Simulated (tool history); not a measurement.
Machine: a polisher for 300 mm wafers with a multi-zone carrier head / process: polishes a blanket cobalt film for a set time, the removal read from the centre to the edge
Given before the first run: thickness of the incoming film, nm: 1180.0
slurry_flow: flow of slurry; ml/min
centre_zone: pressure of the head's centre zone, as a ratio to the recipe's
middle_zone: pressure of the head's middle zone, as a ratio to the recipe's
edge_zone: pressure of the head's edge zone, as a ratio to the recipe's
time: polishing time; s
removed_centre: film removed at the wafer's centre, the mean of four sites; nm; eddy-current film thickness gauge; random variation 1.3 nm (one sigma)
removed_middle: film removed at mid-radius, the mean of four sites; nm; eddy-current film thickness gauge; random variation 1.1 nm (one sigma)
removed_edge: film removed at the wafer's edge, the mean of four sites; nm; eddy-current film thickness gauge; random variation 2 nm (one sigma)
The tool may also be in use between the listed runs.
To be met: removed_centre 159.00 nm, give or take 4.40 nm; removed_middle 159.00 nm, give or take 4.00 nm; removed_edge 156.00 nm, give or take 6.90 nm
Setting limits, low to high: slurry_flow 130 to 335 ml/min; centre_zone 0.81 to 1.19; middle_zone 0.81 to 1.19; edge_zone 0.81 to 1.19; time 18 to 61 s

{"run": 1, "hour": 0.0, "slurry_flow": 215, "centre_zone": 1.0, "middle_zone": 1.0, "edge_zone": 1.0, "time": 39, "removed_centre": 194.72, "removed_middle": 198.35, "removed_edge": 198.95}
{"run": 2, "hour": 5.9, "slurry_flow": 210, "centre_zone": 0.99, "middle_zone": 0.98, "edge_zone": 0.95, "time": 37, "removed_centre": 184.57, "removed_middle": 185.99, "removed_edge": 182.97}
{"run": 3, "hour": 8.6, "slurry_flow": 200, "centre_zone": 0.97, "middle_zone": 0.96, "edge_zone": 0.92, "time": 36, "removed_centre": 174.93, "removed_middle": 176.21, "removed_edge": 176.24}
{"run": 4, "hour": 12.8, "slurry_flow": 200, "centre_zone": 0.97, "middle_zone": 0.96, "edge_zone": 0.92, "time": 44, "removed_centre": 212.91, "removed_middle": 217.83, "removed_edge": 215.93}
{"run": 5, "hour": 18.7, "slurry_flow": 200, "centre_zone": 0.96, "middle_zone": 0.95, "edge_zone": 0.89, "time": 41, "removed_centre": 197.01, "removed_middle": 198.53, "removed_edge": 198.07}
{"run": 6, "hour": 25.7, "slurry_flow": 200, "centre_zone": 0.96, "middle_zone": 0.99, "edge_zone": 0.89, "time": 41, "removed_centre": 197.13, "removed_middle": 205.68, "removed_edge": 194.52}
{"run": 7, "hour": 26.5, "slurry_flow": 195, "centre_zone": 0.95, "middle_zone": 0.97, "edge_zone": 0.87, "time": 39, "removed_centre": 186.02, "removed_middle": 195.57, "removed_edge": 181.97}
{"run": 8, "hour": 31.0, "slurry_flow": 190, "centre_zone": 0.94, "middle_zone": 0.95, "edge_zone": 0.86, "time": 38, "removed_centre": 177.5, "removed_middle": 186.03, "removed_edge": 179.58}
{"run": 9, "hour": 33.9, "slurry_flow": 200, "centre_zone": 0.97, "middle_zone": 0.92, "edge_zone": 0.83, "time": 32, "removed_centre": 154.59, "removed_middle": 153.65, "removed_edge": 149.68}
{"run": 10, "hour": 39.3, "slurry_flow": 205, "centre_zone": 0.97, "middle_zone": 0.92, "edge_zone": 0.84, "time": 32, "removed_centre": 154.84, "removed_middle": 154.55, "removed_edge": 146.67}
{"run": 11, "hour": 48.3, "slurry_flow": 205, "centre_zone": 0.97, "middle_zone": 0.93, "edge_zone": 0.86, "time": 32, "removed_centre": 155.95, "removed_middle": 152.38, "removed_edge": 152.06}

Next run, 4 choices. One meets every target within its allowed miss, the rest don't. Which?
{"run": "A", "hour": 57.3, "slurry_flow": 210, "centre_zone": 0.86, "middle_zone": 0.84, "edge_zone": 0.95, "time": 34, "removed_centre": "?", "removed_middle": "?", "removed_edge": "?"}
{"run": "B", "hour": 57.3, "slurry_flow": 175, "centre_zone": 0.92, "middle_zone": 0.86, "edge_zone": 0.96, "time": 34, "removed_centre": "?", "removed_middle": "?", "removed_edge": "?"}
{"run": "C", "hour": 57.3, "slurry_flow": 235, "centre_zone": 1.02, "middle_zone": 1.0, "edge_zone": 1.0, "time": 31, "removed_centre": "?", "removed_middle": "?", "removed_edge": "?"}
{"run": "D", "hour": 57.3, "slurry_flow": 225, "centre_zone": 0.98, "middle_zone": 0.89, "edge_zone": 0.91, "time": 32, "removed_centre": "?", "removed_middle": "?", "removed_edge": "?"}

move=A removed_centre=147.38 removed_middle=152.56 removed_edge=167.69
move=B removed_centre=154.62 removed_middle=152.69 removed_edge=166.21
move=C removed_centre=161.67 removed_middle=162.39 removed_edge=157.60
move=D removed_centre=159.45 removed_middle=151.50 removed_edge=155.35
A: its largest miss is bigger than the last run's
B: as far off as the last run
C: meets every target
D: its largest miss is bigger than the last run's
C meets every target.

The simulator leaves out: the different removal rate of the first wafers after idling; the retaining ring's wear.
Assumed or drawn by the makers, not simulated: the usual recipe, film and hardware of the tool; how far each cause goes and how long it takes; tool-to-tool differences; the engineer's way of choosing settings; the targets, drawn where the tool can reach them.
